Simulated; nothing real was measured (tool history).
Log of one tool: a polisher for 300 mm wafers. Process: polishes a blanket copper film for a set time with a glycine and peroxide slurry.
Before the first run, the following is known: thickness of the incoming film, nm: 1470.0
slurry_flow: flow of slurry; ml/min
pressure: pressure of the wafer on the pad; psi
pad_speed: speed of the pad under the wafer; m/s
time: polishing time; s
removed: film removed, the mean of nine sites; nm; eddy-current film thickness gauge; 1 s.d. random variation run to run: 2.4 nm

Run 1, day 0: slurry_flow 260 ml/min, pressure 3.2 psi, pad_speed 1.24 m/s, time 31 s. Result: removed 244.39 nm.
Run 2, day 0.246: slurry_flow 265 ml/min, pressure 3.4 psi, pad_speed 1.24 m/s, time 31 s. Result: removed 259.15 nm.
Run 3, day 0.396: slurry_flow 270 ml/min, pressure 3.6 psi, pad_speed 1.24 m/s, time 31 s. Result: removed 272.43 nm.
Run 4, day 0.767: slurry_flow 270 ml/min, pressure 3.6 psi, pad_speed 1.24 m/s, time 31 s. Result: removed 274.33 nm.
Run 5, day 0.817: slurry_flow 270 ml/min, pressure 3.6 psi, pad_speed 1.24 m/s, time 28 s. Result: removed 248.53 nm.
Run 6, day 1.025: slurry_flow 270 ml/min, pressure 3.6 psi, pad_speed 1.24 m/s, time 28 s. Result: removed 244.01 nm.
Run 7, day 1.183: slurry_flow 270 ml/min, pressure 3.9 psi, pad_speed 1.24 m/s, time 28 s. Result: removed 267.54 nm.

What will run 8 give?
Run 8, day 1.458: slurry_flow 270 ml/min, pressure 4.1 psi, pad_speed 1.24 m/s, time 28 s. Result: removed ?.

{"run 8": {"removed": 275.01}}
